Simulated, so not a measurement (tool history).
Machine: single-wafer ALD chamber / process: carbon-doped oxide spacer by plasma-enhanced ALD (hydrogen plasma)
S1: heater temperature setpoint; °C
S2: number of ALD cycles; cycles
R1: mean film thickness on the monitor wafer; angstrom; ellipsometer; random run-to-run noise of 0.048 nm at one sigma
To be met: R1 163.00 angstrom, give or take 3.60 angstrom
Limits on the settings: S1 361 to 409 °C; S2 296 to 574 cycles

Run 1, day 0.000: S1 385 °C, S2 435 cycles. Result: R1 208.04 angstrom.
Run 2, day 0.271: S1 390 °C, S2 435 cycles. Result: R1 207.81 angstrom.
Run 3, day 0.388: S1 390 °C, S2 457 cycles. Result: R1 219.33 angstrom.
Run 4, day 0.471: S1 399 °C, S2 457 cycles. Result: R1 219.46 angstrom.
Run 5, day 0.783: S1 399 °C, S2 423 cycles. Result: R1 202.90 angstrom.
Run 6, day 1.079: S1 395 °C, S2 423 cycles. Result: R1 203.65 angstrom.
Run 7, day 1.446: S1 395 °C, S2 390 cycles. Result: R1 187.42 angstrom.
Run 8, day 1.733: S1 395 °C, S2 371 cycles. Result: R1 178.55 angstrom.
Run 9, day 1.808: S1 395 °C, S2 359 cycles. Result: R1 173.14 angstrom.
Run 10, day 1.946: S1 395 °C, S2 359 cycles. Result: R1 173.04 angstrom.
Run 11, day 2.267: S1 395 °C, S2 351 cycles. Result: R1 169.07 angstrom.

Exactly one of the 4 candidate moves below puts every result within its allowed miss. Which one?
Run A, day 2.588: S1 391 °C, S2 359 cycles. Result: R1 ?.
Run B, day 2.588: S1 394 °C, S2 337 cycles. Result: R1 ?.
Run C, day 2.588: S1 398 °C, S2 361 cycles. Result: R1 ?.
Run D, day 2.588: S1 397 °C, S2 367 cycles. Result: R1 ?.

move      R1
   A  171.95
   B  161.42
   C  172.91
   D  175.78
A: misses by more than the last run did
B: in spec on every target
C: misses by more than the last run did
D: misses by more than the last run did
B is the move that brings every result within its allowed miss.
